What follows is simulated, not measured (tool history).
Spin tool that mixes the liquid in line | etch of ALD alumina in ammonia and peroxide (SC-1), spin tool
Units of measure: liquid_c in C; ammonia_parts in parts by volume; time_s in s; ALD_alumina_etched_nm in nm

run	hour	liquid_c	ammonia_parts	time_s	ALD_alumina_etched_nm
1	0	54	0.4	325	16.04
2	5	54	0.55	325	16.452
3	7.5	54	0.45	325	16.356
4	12.4	51	0.45	325	13.813
5	15.3	53	0.45	325	15.248
6	19.1	53	0.45	345	16.315
7	22.4	54.5	0.45	345	17.491

What will run 8 give?
8	26.2	62.5	0.45	345	?

Logged for run 8: ALD_alumina_etched_nm 26.869 nm.
